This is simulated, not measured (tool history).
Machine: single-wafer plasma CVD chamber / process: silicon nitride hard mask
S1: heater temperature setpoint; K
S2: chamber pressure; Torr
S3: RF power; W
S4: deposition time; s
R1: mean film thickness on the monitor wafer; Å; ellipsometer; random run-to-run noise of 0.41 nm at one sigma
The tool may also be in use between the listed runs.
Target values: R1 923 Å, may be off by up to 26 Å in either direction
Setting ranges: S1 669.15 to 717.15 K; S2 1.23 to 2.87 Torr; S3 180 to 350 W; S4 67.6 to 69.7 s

run	day	S1	S2	S3	S4	R1
1	0	693.15	2.05	265	67.6	812.26
2	0.338	693.15	2.05	235	67.6	755.94
3	0.433	693.15	2.05	220	67.6	726.95
4	0.462	693.15	2.05	220	69.7	756.7
5	0.592	693.15	2.05	220	67.6	726.96
6	0.788	693.15	2.16	240	68.1	786.25
7	1.042	693.15	2.29	250	68.3	807.24
8	1.312	693.15	2.31	265	68.7	851.79
9	1.675	693.15	2.36	270	68.8	858.5
10	1.829	693.15	2.36	270	68.8	865.47
11	2.071	693.15	2.39	275	68.9	876.45
12	2.358	693.15	2.39	275	68.9	877.71
13	2.546	693.15	2.42	280	69	887.51

Below are 5 possible settings for the next run. Only one of them brings all results inside the allowed miss of their targets. Which is it?
A	2.733	687.15	2.75	305	69.7	?
B	2.733	693.15	2.42	320	69.2	?
C	2.733	681.15	2.4	340	67.6	?
D	2.733	683.15	2.74	300	69.6	?
E	2.733	704.15	2.54	285	69.7	?

move	R1
A	978.73
B	966.05
C	978.95
D	969.75
E	918.87
A: pushes the last run's worst result past its target
B: pushes the last run's worst result past its target
C: pushes the last run's worst result past its target
D: pushes the last run's worst result past its target
E: all results land within tolerance of their targets
Answer: E
